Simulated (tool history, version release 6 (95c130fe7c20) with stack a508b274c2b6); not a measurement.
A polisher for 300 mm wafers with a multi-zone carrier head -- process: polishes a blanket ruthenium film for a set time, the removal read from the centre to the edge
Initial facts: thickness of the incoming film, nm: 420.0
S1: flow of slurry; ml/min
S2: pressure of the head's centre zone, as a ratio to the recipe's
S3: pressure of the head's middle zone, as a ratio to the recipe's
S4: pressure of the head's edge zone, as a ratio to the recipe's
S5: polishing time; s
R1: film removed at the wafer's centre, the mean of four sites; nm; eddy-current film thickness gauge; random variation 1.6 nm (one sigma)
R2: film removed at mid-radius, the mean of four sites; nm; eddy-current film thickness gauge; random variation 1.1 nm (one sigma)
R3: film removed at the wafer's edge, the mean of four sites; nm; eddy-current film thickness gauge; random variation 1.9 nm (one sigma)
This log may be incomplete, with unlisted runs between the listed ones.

{"run": 1, "hour": 0.0, "S1": 305, "S2": 1, "S3": 1, "S4": 1, "S5": 56, "R1": 98.705, "R2": 95.904, "R3": 97.897}
{"run": 2, "hour": 7.6, "S1": 305, "S2": 1, "S3": 1, "S4": 1, "S5": 44, "R1": 76.662, "R2": 76.515, "R3": 77.178}
{"run": 3, "hour": 10.6, "S1": 305, "S2": 1.08, "S3": 1, "S4": 1, "S5": 44, "R1": 83.43, "R2": 76.483, "R3": 76.798}
{"run": 4, "hour": 18.2, "S1": 305, "S2": 1.08, "S3": 1, "S4": 1.02, "S5": 47, "R1": 90.169, "R2": 80.62, "R3": 81.708}
{"run": 5, "hour": 24.1, "S1": 305, "S2": 1.08, "S3": 1, "S4": 1.02, "S5": 36, "R1": 67.063, "R2": 61.422, "R3": 63.153}
{"run": 6, "hour": 28.3, "S1": 305, "S2": 1.07, "S3": 0.99, "S4": 1.02, "S5": 40, "R1": 74.834, "R2": 68.969, "R3": 70.387}
{"run": 7, "hour": 29.9, "S1": 305, "S2": 1.07, "S3": 0.99, "S4": 1.02, "S5": 40, "R1": 75.52, "R2": 68.652, "R3": 70.618}
{"run": 8, "hour": 34.3, "S1": 305, "S2": 1.06, "S3": 0.99, "S4": 1.03, "S5": 44, "R1": 81.287, "R2": 75.005, "R3": 75.976}
{"run": 9, "hour": 40.1, "S1": 300, "S2": 1.05, "S3": 0.97, "S4": 1.02, "S5": 48, "R1": 88.381, "R2": 82.04, "R3": 84.355}
{"run": 10, "hour": 48.8, "S1": 300, "S2": 1.05, "S3": 0.95, "S4": 1.03, "S5": 50, "R1": 93.14, "R2": 82.371, "R3": 88.624}

The next listed run, before its measurement:
{"run": 11, "hour": 50.0, "S1": 300, "S2": 1.04, "S3": 0.95, "S4": 1.03, "S5": 53, "R1": "?", "R2": "?", "R3": "?"}

Run 11 yielded R1 97.928 nm, R2 86.079 nm, R3 94.783 nm.
